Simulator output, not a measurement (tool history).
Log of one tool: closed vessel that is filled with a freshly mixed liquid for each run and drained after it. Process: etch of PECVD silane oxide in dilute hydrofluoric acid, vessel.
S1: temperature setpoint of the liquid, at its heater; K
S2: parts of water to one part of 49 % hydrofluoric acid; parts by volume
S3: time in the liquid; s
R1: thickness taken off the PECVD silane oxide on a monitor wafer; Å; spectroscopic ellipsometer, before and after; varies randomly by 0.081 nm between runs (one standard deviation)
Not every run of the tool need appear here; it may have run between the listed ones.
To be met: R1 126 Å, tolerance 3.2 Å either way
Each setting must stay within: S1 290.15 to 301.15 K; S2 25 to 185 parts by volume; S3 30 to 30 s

run	day	S1	S2	S3	R1
1	0	293.15	105	30	72.045
2	0.338	296.15	105	30	81.129
3	0.617	296.15	105	30	81.876
4	0.942	297.65	100	30	90.978
5	1.183	298.65	95	30	99.732
6	1.367	299.15	90	30	108.32
7	1.629	301.15	80	30	133.07
8	1.883	300.65	80	30	130.74

Which single option among these 5 for the next run brings every result within its allowed miss of target? Just one does.
A	2.138	297.15	70	30	?
B	2.138	299.65	75	30	?
C	2.138	301.15	85	30	?
D	2.138	301.15	80	30	?
E	2.138	301.15	75	30	?

move	R1
A	131.34
B	134.45
C	123.92
D	132.64
E	142.55
A: lands further from the targets than the last run did
B: lands further from the targets than the last run did
C: all results land within tolerance of their targets
D: lands further from the targets than the last run did
E: lands further from the targets than the last run did
The right move is C.
